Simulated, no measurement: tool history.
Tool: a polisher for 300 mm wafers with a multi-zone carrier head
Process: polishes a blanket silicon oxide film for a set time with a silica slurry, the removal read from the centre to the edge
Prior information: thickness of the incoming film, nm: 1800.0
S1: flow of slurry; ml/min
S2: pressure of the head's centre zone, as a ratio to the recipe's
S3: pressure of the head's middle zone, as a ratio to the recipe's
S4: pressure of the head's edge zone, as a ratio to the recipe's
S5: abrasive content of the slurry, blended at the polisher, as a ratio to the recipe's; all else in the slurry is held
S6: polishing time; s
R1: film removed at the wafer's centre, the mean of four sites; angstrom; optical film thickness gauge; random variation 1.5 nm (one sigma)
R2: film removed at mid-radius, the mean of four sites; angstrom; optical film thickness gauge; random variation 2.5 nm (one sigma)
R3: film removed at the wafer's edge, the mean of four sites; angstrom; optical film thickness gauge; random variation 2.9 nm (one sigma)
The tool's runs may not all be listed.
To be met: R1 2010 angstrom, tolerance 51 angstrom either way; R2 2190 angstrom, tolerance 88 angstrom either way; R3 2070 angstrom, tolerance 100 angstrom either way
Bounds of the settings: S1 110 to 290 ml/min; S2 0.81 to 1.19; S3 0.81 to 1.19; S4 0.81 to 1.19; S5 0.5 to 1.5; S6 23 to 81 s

run	hour	S1	S2	S3	S4	S5	S6	R1	R2	R3
1	0	185	1	1	1	1	52	2448.4	2273.5	2232
2	4.8	180	0.99	1	0.99	1	52	2418.6	2282	2203.7
3	11.3	175	0.98	1	0.99	1	52	2396.9	2254.2	2263.7
4	12.7	175	0.98	1	1.02	1	52	2361.8	2271.5	2240
5	14.6	175	0.98	0.92	1.02	1	52	2352.5	2063.9	2203.8
6	19.9	175	0.97	0.93	1.01	1	52	2348.9	2148.5	2255.7
7	26	175	0.96	0.94	1	1	52	2306.4	2130.8	2131.3
8	27.4	125	0.86	1.03	1.08	1.05	52	2010.9	2215.5	2206.3
9	31.5	125	0.86	1.03	1.07	1.05	52	2022	2204.5	2254.9
10	36.5	135	0.92	1.11	0.99	0.85	52	1853.6	2060.3	1897.8
11	42	140	0.92	1.11	1	0.85	52	1873.3	2081.3	1866.5
12	50.4	140	0.92	1.11	1	0.85	52	1899.8	2046.1	1889
13	58.1	140	0.92	1.11	1.01	0.85	52	1865	2088.8	1870
14	60.3	140	0.92	1.1	1.01	0.85	52	1889.4	2071	1854.8

Which of these 5 next moves meets every target?
A	62.5	150	0.88	1.15	0.98	0.9	54	?	?	?
B	62.5	210	0.96	1.19	1.07	0.65	56	?	?	?
C	62.5	145	0.94	1.03	0.97	0.95	53	?	?	?
D	62.5	110	0.89	1.04	0.92	1.3	47	?	?	?
E	62.5	140	0.9	1.17	1.03	0.9	54	?	?	?

move	R1	R2	R3
A	1995.7	2377	1973.7
B	1726.6	1938.9	1605.3
C	2147.7	2194.6	2000.6
D	2006.5	2197.9	1982.2
E	2001.4	2374.5	1998.7
A: brings the last run's worst result on target, with another outside its allowed miss
B: lands further from the targets than the last run did
C: takes the result that was furthest off past its target
D: hits every target within its allowed miss
E: brings the last run's worst result on target, with another outside its allowed miss
D is the move that brings every result within its allowed miss.

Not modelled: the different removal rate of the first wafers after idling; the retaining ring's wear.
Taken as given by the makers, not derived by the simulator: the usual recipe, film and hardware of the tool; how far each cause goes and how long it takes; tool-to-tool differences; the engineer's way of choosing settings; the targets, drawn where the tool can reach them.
